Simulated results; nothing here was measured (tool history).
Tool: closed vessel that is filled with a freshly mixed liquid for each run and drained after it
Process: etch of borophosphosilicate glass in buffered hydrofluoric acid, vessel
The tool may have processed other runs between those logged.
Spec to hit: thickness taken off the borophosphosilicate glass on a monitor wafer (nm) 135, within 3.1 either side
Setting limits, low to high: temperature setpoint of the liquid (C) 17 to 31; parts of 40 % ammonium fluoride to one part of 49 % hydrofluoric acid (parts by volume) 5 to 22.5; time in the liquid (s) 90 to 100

run	day	temperature setpoint of the liquid (C)	parts of 40 % ammonium fluoride to one part of 49 % hydrofluoric acid (parts by volume)	time in the liquid (s)	thickness taken off the borophosphosilicate glass on a monitor wafer (nm)
1	0	23	13.5	90	75.974
2	0.221	23	13.5	90	75.519
3	0.442	23	17	90	59.645
4	0.658	25	15.5	90	72.813
5	0.721	26.5	14.5	90	83.817
6	0.979	26.5	14.5	100	94.123
7	1.338	27.5	14	100	102.45
8	1.608	28.5	13.5	100	112.17
9	1.975	29	13	100	118.86
10	2.225	29.5	13	100	122.49
11	2.254	29.5	13	100	123.24
12	2.517	30	13	100	126.86
13	2.625	30.5	13	100	129.94

Next run, 4 choices. One meets every target within its allowed miss, the rest don't. Which?
A	2.733	29	11	90	?
B	2.733	30.5	13.5	100	?
C	2.733	30	11.5	90	?
D	2.733	31	11.5	90	?

move	thickness taken off the borophosphosilicate glass on a monitor wafer (nm)
A	127.86
B	125.66
C	128.97
D	135.83
A: further off than the last run
B: further off than the last run
C: further off than the last run
D: meets every target
So the answer is move D, the one that meets all the targets.

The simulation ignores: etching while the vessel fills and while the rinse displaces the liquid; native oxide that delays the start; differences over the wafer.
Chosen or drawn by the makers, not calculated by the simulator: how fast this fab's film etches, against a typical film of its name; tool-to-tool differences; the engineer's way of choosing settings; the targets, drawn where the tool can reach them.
